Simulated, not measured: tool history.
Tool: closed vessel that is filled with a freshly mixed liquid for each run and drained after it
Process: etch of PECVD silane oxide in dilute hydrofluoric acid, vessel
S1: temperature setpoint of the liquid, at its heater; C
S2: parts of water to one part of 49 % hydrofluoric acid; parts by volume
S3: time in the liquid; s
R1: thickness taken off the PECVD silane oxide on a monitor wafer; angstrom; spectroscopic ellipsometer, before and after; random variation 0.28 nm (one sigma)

| run | day | S1 | S2 | S3 | R1 |
|---|---|---|---|---|---|
| 1 | 0.000 | 25 | 150 | 105 | 318.55 |
| 2 | 0.250 | 26 | 145 | 105 | 345.01 |
| 3 | 0.396 | 24 | 145 | 105 | 322.69 |
| 4 | 0.546 | 24 | 110 | 105 | 442.38 |
| 5 | 0.758 | 24 | 110 | 115 | 483.09 |
| 6 | 0.871 | 24 | 110 | 105 | 436.42 |

Run 7 comes next. What will it give?
| 7 | 0.929 | 25 | 110 | 105 | ? |

R1: 456.50 angstrom

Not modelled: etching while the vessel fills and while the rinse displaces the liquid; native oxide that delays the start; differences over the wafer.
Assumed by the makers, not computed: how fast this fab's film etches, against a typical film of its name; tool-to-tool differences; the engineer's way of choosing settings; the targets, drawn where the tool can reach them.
